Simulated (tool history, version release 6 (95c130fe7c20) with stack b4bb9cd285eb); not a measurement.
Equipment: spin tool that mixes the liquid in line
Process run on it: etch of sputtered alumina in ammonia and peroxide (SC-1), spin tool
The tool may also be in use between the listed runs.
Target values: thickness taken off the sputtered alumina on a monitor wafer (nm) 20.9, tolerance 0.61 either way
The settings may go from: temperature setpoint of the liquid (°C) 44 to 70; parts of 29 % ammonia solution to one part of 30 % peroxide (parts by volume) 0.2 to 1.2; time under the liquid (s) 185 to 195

| run | hour | temperature setpoint of the liquid (°C) | parts of 29 % ammonia solution to one part of 30 % peroxide (parts by volume) | time under the liquid (s) | thickness taken off the sputtered alumina on a monitor wafer (nm) |
|---|---|---|---|---|---|
| 1 | 0 | 60 | 0.9 | 185 | 14.05 |
| 2 | 3 | 62.5 | 0.9 | 185 | 16.335 |
| 3 | 3.9 | 64 | 0.9 | 185 | 17.241 |
| 4 | 12.4 | 61 | 0.9 | 185 | 14.743 |
| 5 | 21.3 | 56.5 | 0.9 | 185 | 11.702 |
| 6 | 30 | 56.5 | 0.9 | 195 | 12.461 |
| 7 | 30.9 | 59.5 | 0.9 | 195 | 14.599 |
| 8 | 38.2 | 61.5 | 0.9 | 195 | 16.095 |
| 9 | 46.5 | 63 | 0.9 | 195 | 17.418 |
| 10 | 52.4 | 64 | 0.9 | 195 | 18.403 |

Which single option among these 4 for the next run brings every result within its allowed miss of target? Just one does.
| A | 58.3 | 64.5 | 1.15 | 195 | ? |
| B | 58.3 | 68 | 1.2 | 195 | ? |
| C | 58.3 | 65.5 | 0.85 | 195 | ? |
| D | 58.3 | 67.5 | 0.8 | 190 | ? |

| move | thickness taken off the sputtered alumina on a monitor wafer (nm) |
|---|---|
| A | 19.07 |
| B | 22.744 |
| C | 19.477 |
| D | 20.817 |
A: moves toward the targets from the last run without getting all of them in spec
B: takes the biggest miss from the last run beyond its target
C: moves toward the targets from the last run without getting all of them in spec
D: all results land within tolerance of their targets
D is the move that brings every result within its allowed miss.
